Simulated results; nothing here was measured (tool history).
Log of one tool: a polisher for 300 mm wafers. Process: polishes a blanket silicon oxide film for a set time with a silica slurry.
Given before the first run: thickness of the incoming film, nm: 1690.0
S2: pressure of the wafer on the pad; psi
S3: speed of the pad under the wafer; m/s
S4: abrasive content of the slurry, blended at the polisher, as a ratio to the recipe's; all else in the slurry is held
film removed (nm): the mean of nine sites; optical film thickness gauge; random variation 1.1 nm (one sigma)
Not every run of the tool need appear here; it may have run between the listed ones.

run 1 hour=0.0 | flow_of_slurry_(ml/min)=200 S2=3.8 S3=1.04 S4=1.0 polishing_time_(s)=77 | film_removed_(nm)=196.56
run 2 hour=5.7 | flow_of_slurry_(ml/min)=245 S2=3.8 S3=1.04 S4=1.0 polishing_time_(s)=77 | film_removed_(nm)=196.87
run 3 hour=12.7 | flow_of_slurry_(ml/min)=245 S2=3.8 S3=1.04 S4=1.0 polishing_time_(s)=80 | film_removed_(nm)=205.80
run 4 hour=20.6 | flow_of_slurry_(ml/min)=245 S2=3.8 S3=1.04 S4=1.0 polishing_time_(s)=80 | film_removed_(nm)=205.83
run 5 hour=22.4 | flow_of_slurry_(ml/min)=245 S2=3.8 S3=1.04 S4=1.0 polishing_time_(s)=77 | film_removed_(nm)=198.74
run 6 hour=27.8 | flow_of_slurry_(ml/min)=245 S2=3.8 S3=0.82 S4=1.0 polishing_time_(s)=77 | film_removed_(nm)=176.96
run 7 hour=36.6 | flow_of_slurry_(ml/min)=245 S2=3.6 S3=0.82 S4=1.0 polishing_time_(s)=77 | film_removed_(nm)=167.05

The next listed run, before its measurement:
run 8 hour=41.8 | flow_of_slurry_(ml/min)=245 S2=3.4 S3=0.82 S4=1.0 polishing_time_(s)=77 | film_removed_(nm)=?

film removed (nm): 158.11
